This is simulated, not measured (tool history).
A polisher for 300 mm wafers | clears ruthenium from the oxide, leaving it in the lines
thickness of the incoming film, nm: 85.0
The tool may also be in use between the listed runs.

run,hour,flow of slurry (ml/min),pressure of the wafer on the pad (psi),speed of the pad under the wafer (cm/s),overpolish time after the end point (s),time until the end point was called (s)
1,0.0,310,1.3,120,5,119.14
2,0.6,310,1.1,120,5,139.53
3,4.1,310,1.3,120,5,119.14
4,8.4,305,1.1,100,5,165.44
5,13.9,300,0.9,86,5,235.98
6,21.8,295,0.8,82,5,278.15
7,27.5,285,0.7,82,5,310.51
8,34.4,270,0.7,82,5,319.37
9,39.3,250,0.7,82,5,315.74
10,47.7,245,0.7,82,5,316.27
11,53.9,240,0.7,82,5,315.38

Run 12 comes next. What will it give?
12,58.9,235,0.6,82,5,?

Run 12 gave time until the end point was called (s) 371.41.
